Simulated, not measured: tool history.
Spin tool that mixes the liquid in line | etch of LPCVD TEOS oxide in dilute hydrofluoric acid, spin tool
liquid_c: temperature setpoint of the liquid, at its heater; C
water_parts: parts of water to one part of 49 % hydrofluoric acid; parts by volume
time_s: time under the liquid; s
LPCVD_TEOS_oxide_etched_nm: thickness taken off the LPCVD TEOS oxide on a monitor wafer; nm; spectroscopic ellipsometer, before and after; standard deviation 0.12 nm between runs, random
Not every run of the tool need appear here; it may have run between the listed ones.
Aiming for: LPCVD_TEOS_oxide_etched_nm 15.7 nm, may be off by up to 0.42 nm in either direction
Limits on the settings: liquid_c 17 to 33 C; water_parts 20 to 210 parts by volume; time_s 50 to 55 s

run  hour  liquid_c  water_parts  time_s  LPCVD_TEOS_oxide_etched_nm
  1     0        25          115      50                      11.754
  2   2.8        27          115      50                      12.557
  3  10.5        27          115      50                      12.744
  4    15      28.5          115      50                      13.369
  5  21.9      31.5          115      50                      15.048
  6  28.9      31.5           95      50                      18.571
  7  31.7      30.5           95      50                       17.96
  8  39.4      29.5           95      50                      17.439

Which single option among these 4 for the next run brings every result within its allowed miss of target? Just one does.
  A  47.1      30.5           90      55                           ?
  B  47.1        30          110      50                           ?
  C  47.1        33          100      55                           ?
  D  47.1      28.5          100      50                           ?

move  LPCVD_TEOS_oxide_etched_nm
   A                      21.102
   B                      14.973
   C                      20.528
   D                      15.783
A: the biggest miss grows against the last run
B: takes the biggest miss from the last run beyond its target
C: the biggest miss grows against the last run
D: every result lands within tolerance
D is the move that brings every result within its allowed miss.
